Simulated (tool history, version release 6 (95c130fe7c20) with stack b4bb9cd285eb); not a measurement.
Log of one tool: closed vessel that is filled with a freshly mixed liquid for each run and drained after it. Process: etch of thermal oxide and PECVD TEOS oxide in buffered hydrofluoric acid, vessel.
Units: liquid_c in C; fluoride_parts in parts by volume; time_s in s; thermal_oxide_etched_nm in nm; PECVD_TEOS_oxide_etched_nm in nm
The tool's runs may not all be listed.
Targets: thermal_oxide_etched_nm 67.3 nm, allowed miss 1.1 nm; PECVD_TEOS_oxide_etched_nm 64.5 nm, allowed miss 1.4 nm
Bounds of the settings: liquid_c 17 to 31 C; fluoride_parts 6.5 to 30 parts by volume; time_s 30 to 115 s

run 1 hour=0 | liquid_c=23 fluoride_parts=18.5 time_s=60 | thermal_oxide_etched_nm=34.705 PECVD_TEOS_oxide_etched_nm=32.956
run 2 hour=2.9 | liquid_c=26.5 fluoride_parts=18.5 time_s=60 | thermal_oxide_etched_nm=41.744 PECVD_TEOS_oxide_etched_nm=40.472
run 3 hour=4.1 | liquid_c=27 fluoride_parts=18 time_s=60 | thermal_oxide_etched_nm=44.057 PECVD_TEOS_oxide_etched_nm=42.323
run 4 hour=5 | liquid_c=27 fluoride_parts=18 time_s=85 | thermal_oxide_etched_nm=62.931 PECVD_TEOS_oxide_etched_nm=60.42
run 5 hour=10.5 | liquid_c=27.5 fluoride_parts=18 time_s=85 | thermal_oxide_etched_nm=64.324 PECVD_TEOS_oxide_etched_nm=61.24
run 6 hour=16.8 | liquid_c=30.5 fluoride_parts=18 time_s=85 | thermal_oxide_etched_nm=75.55 PECVD_TEOS_oxide_etched_nm=72.179
run 7 hour=22.6 | liquid_c=30.5 fluoride_parts=18 time_s=85 | thermal_oxide_etched_nm=75.465 PECVD_TEOS_oxide_etched_nm=72.136
run 8 hour=29.7 | liquid_c=30.5 fluoride_parts=18 time_s=85 | thermal_oxide_etched_nm=75.493 PECVD_TEOS_oxide_etched_nm=72.888
run 9 hour=34.5 | liquid_c=29 fluoride_parts=18 time_s=85 | thermal_oxide_etched_nm=69.492 PECVD_TEOS_oxide_etched_nm=66.994

5 next moves are on the table. One of them brings every result within its allowed miss. Which?
run A hour=39.3 | liquid_c=31 fluoride_parts=23 time_s=85 | thermal_oxide_etched_nm=? PECVD_TEOS_oxide_etched_nm=?
run B hour=39.3 | liquid_c=30 fluoride_parts=17 time_s=70 | thermal_oxide_etched_nm=? PECVD_TEOS_oxide_etched_nm=?
run C hour=39.3 | liquid_c=25.5 fluoride_parts=14 time_s=75 | thermal_oxide_etched_nm=? PECVD_TEOS_oxide_etched_nm=?
run D hour=39.3 | liquid_c=27 fluoride_parts=16.5 time_s=80 | thermal_oxide_etched_nm=? PECVD_TEOS_oxide_etched_nm=?
run E hour=39.3 | liquid_c=28 fluoride_parts=19 time_s=90 | thermal_oxide_etched_nm=? PECVD_TEOS_oxide_etched_nm=?

move=A thermal_oxide_etched_nm=65.129 PECVD_TEOS_oxide_etched_nm=62.509
move=B thermal_oxide_etched_nm=63.971 PECVD_TEOS_oxide_etched_nm=61.398
move=C thermal_oxide_etched_nm=65.23 PECVD_TEOS_oxide_etched_nm=62.607
move=D thermal_oxide_etched_nm=64.182 PECVD_TEOS_oxide_etched_nm=61.601
move=E thermal_oxide_etched_nm=67.019 PECVD_TEOS_oxide_etched_nm=64.323
A: takes the result that was furthest off past its target
B: takes the result that was furthest off past its target
C: takes the result that was furthest off past its target
D: takes the result that was furthest off past its target
E: meets every target
Move E is the one to make.

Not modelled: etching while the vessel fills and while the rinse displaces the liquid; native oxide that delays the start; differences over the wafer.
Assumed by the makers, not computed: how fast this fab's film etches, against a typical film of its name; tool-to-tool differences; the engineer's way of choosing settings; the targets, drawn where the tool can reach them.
